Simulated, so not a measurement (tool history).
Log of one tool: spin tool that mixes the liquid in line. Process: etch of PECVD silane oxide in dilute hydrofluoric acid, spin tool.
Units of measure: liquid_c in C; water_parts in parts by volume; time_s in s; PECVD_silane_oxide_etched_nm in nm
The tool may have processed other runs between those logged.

Run 1, hour 0.0: liquid_c 23.0 C, water_parts 115 parts by volume, time_s 90 s. Result: PECVD_silane_oxide_etched_nm 12.6550 nm.
Run 2, hour 4.8: liquid_c 21.5 C, water_parts 115 parts by volume, time_s 90 s. Result: PECVD_silane_oxide_etched_nm 11.8750 nm.
Run 3, hour 10.4: liquid_c 21.5 C, water_parts 115 parts by volume, time_s 90 s. Result: PECVD_silane_oxide_etched_nm 11.9750 nm.
Run 4, hour 14.4: liquid_c 18.0 C, water_parts 115 parts by volume, time_s 90 s. Result: PECVD_silane_oxide_etched_nm 10.1430 nm.
Run 5, hour 21.4: liquid_c 17.0 C, water_parts 115 parts by volume, time_s 90 s. Result: PECVD_silane_oxide_etched_nm 9.8267 nm.
Run 6, hour 28.3: liquid_c 17.0 C, water_parts 145 parts by volume, time_s 90 s. Result: PECVD_silane_oxide_etched_nm 7.6209 nm.
Run 7, hour 29.4: liquid_c 17.0 C, water_parts 150 parts by volume, time_s 90 s. Result: PECVD_silane_oxide_etched_nm 7.2469 nm.
Run 8, hour 31.8: liquid_c 17.0 C, water_parts 160 parts by volume, time_s 90 s. Result: PECVD_silane_oxide_etched_nm 6.8054 nm.

Run 9 is up next; what results do you expect?
Run 9, hour 35.1: liquid_c 17.0 C, water_parts 165 parts by volume, time_s 90 s. Result: PECVD_silane_oxide_etched_nm ?.

{"run 9": {"PECVD_silane_oxide_etched_nm": 6.532}}
